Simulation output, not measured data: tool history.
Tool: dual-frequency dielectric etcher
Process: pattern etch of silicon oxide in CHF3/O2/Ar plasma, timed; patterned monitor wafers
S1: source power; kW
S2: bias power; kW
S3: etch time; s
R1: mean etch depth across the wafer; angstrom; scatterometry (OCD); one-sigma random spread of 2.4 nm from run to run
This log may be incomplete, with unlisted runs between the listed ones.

{"run": 1, "hour": 0.0, "S1": 0.47, "S2": 0.145, "S3": 211.5, "R1": 3404.6}
{"run": 2, "hour": 4.7, "S1": 0.41, "S2": 0.145, "S3": 211.5, "R1": 3233.8}
{"run": 3, "hour": 13.0, "S1": 0.43, "S2": 0.147, "S3": 211.5, "R1": 3353.3}
{"run": 4, "hour": 19.7, "S1": 0.43, "S2": 0.147, "S3": 191.5, "R1": 3007.0}
{"run": 5, "hour": 26.3, "S1": 0.43, "S2": 0.125, "S3": 191.5, "R1": 2865.8}
{"run": 6, "hour": 28.3, "S1": 0.35, "S2": 0.125, "S3": 191.5, "R1": 2719.6}
{"run": 7, "hour": 31.5, "S1": 0.38, "S2": 0.131, "S3": 192.5, "R1": 2778.5}
{"run": 8, "hour": 36.7, "S1": 0.41, "S2": 0.134, "S3": 193.0, "R1": 2877.2}
{"run": 9, "hour": 38.7, "S1": 0.51, "S2": 0.163, "S3": 205.5, "R1": 3532.2}

Estimate the outcome of run 10 from the log above:
{"run": 10, "hour": 47.5, "S1": 0.52, "S2": 0.164, "S3": 205.5, "R1": "?"}

R1: 3599.3 angstrom
